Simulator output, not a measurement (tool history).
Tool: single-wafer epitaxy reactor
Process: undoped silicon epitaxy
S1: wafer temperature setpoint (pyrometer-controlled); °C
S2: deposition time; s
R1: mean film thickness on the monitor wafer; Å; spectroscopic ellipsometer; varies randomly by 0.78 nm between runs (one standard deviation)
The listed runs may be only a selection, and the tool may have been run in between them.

run 1 hour=0 | S1=670 S2=535 | R1=1288.8
run 2 hour=8.5 | S1=675 S2=535 | R1=1444.4
run 3 hour=11.4 | S1=670 S2=535 | R1=1288.1
run 4 hour=20 | S1=671 S2=535 | R1=1307.9
run 5 hour=24.5 | S1=672 S2=535 | R1=1337.7
run 6 hour=26.4 | S1=682 S2=535 | R1=1715.4
run 7 hour=27.2 | S1=681 S2=535 | R1=1662.4
run 8 hour=35.7 | S1=680 S2=535 | R1=1626.2

What will run 9 give?
run 9 hour=38.2 | S1=676 S2=534 | R1=?

R1: 1477.4 Å
